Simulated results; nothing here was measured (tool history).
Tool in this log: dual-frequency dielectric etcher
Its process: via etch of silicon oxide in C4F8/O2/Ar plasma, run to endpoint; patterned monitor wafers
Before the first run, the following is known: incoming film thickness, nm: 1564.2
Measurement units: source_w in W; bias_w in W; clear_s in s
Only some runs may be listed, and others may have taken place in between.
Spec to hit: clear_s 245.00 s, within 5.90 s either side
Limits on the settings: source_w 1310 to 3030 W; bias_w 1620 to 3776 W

Run 1, hour 0.0: source_w 2170 W, bias_w 2698 W. Result: clear_s 293.11 s.
Run 2, hour 8.4: source_w 2170 W, bias_w 2256 W. Result: clear_s 309.74 s.
Run 3, hour 16.6: source_w 2170 W, bias_w 2665 W. Result: clear_s 291.54 s.
Run 4, hour 24.6: source_w 2170 W, bias_w 2197 W. Result: clear_s 313.56 s.
Run 5, hour 28.9: source_w 1890 W, bias_w 2197 W. Result: clear_s 327.06 s.
Run 6, hour 32.2: source_w 2100 W, bias_w 2394 W. Result: clear_s 306.40 s.
Run 7, hour 34.5: source_w 2270 W, bias_w 2543 W. Result: clear_s 288.49 s.
Run 8, hour 39.2: source_w 2400 W, bias_w 2577 W. Result: clear_s 282.47 s.
Run 9, hour 47.5: source_w 2520 W, bias_w 2634 W. Result: clear_s 275.29 s.
Run 10, hour 53.3: source_w 2610 W, bias_w 2693 W. Result: clear_s 268.11 s.
Run 11, hour 58.0: source_w 2690 W, bias_w 2732 W. Result: clear_s 266.05 s.
Run 12, hour 63.9: source_w 2750 W, bias_w 2789 W. Result: clear_s 259.33 s.

Pick the move, out of 5, that brings all results within their allowed miss; only one does.
Run A, hour 69.8: source_w 3030 W, bias_w 3529 W. Result: clear_s ?.
Run B, hour 69.8: source_w 3030 W, bias_w 3554 W. Result: clear_s ?.
Run C, hour 69.8: source_w 2690 W, bias_w 2818 W. Result: clear_s ?.
Run D, hour 69.8: source_w 2950 W, bias_w 3097 W. Result: clear_s ?.
Run E, hour 69.8: source_w 3030 W, bias_w 3384 W. Result: clear_s ?.

move  clear_s
   A   233.80
   B   233.24
   C   263.86
   D   246.75
   E   237.11
A: takes the biggest miss from the last run beyond its target
B: takes the biggest miss from the last run beyond its target
C: the biggest miss grows against the last run
D: every result within its allowed miss
E: takes the biggest miss from the last run beyond its target
The right move is D.
